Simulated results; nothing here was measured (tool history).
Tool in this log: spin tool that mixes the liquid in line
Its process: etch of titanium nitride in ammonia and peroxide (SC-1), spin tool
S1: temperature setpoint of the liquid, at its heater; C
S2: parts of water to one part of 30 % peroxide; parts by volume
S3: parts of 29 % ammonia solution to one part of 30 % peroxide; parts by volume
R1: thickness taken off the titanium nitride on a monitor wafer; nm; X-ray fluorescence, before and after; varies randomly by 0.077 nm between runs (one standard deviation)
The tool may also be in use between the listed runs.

Run 1, day 0.000: S1 51.0 C, S2 8.5 parts by volume, S3 0.9 parts by volume, time under the liquid (s) 95. Result: R1 10.514 nm.
Run 2, day 0.092: S1 54.5 C, S2 8.5 parts by volume, S3 0.9 parts by volume, time under the liquid (s) 95. Result: R1 13.251 nm.
Run 3, day 0.183: S1 54.5 C, S2 6.0 parts by volume, S3 0.9 parts by volume, time under the liquid (s) 95. Result: R1 15.785 nm.
Run 4, day 0.362: S1 56.5 C, S2 6.0 parts by volume, S3 0.9 parts by volume, time under the liquid (s) 95. Result: R1 17.995 nm.
Run 5, day 0.725: S1 57.5 C, S2 6.0 parts by volume, S3 0.9 parts by volume, time under the liquid (s) 95. Result: R1 19.224 nm.
Run 6, day 0.871: S1 58.5 C, S2 6.0 parts by volume, S3 0.9 parts by volume, time under the liquid (s) 95. Result: R1 20.629 nm.

Estimate the outcome of run 7 from the log above:
Run 7, day 1.108: S1 59.0 C, S2 6.0 parts by volume, S3 0.9 parts by volume, time under the liquid (s) 95. Result: R1 ?.

R1: 21.276 nm
